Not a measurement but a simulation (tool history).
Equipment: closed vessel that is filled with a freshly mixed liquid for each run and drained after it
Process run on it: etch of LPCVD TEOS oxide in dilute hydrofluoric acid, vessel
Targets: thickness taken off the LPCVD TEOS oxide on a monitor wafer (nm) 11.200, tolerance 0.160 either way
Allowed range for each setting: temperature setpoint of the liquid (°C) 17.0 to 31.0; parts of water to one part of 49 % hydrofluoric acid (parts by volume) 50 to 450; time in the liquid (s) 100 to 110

run	hour	temperature setpoint of the liquid (°C)	parts of water to one part of 49 % hydrofluoric acid (parts by volume)	time in the liquid (s)	thickness taken off the LPCVD TEOS oxide on a monitor wafer (nm)
1	0.0	23.0	250	100	16.470
2	1.1	23.0	250	100	16.534
3	4.6	24.5	250	100	17.366
4	10.8	27.0	250	100	18.932
5	17.8	25.5	255	100	17.657
6	24.3	24.0	260	100	16.311
7	27.5	20.0	290	100	12.215
8	28.6	17.0	290	100	10.965

Pick the move, out of 4, that brings all results within their allowed miss; only one does.
A	29.7	20.0	300	100	?
B	29.7	20.0	310	100	?
C	29.7	17.0	280	100	?
D	29.7	18.5	305	100	?

move	thickness taken off the LPCVD TEOS oxide on a monitor wafer (nm)
A	11.758
B	11.278
C	11.459
D	10.896
A: carries the result that was furthest off beyond its target, to the other side
B: every result lands within tolerance
C: carries the result that was furthest off beyond its target, to the other side
D: further off than the last run
The right move is B.
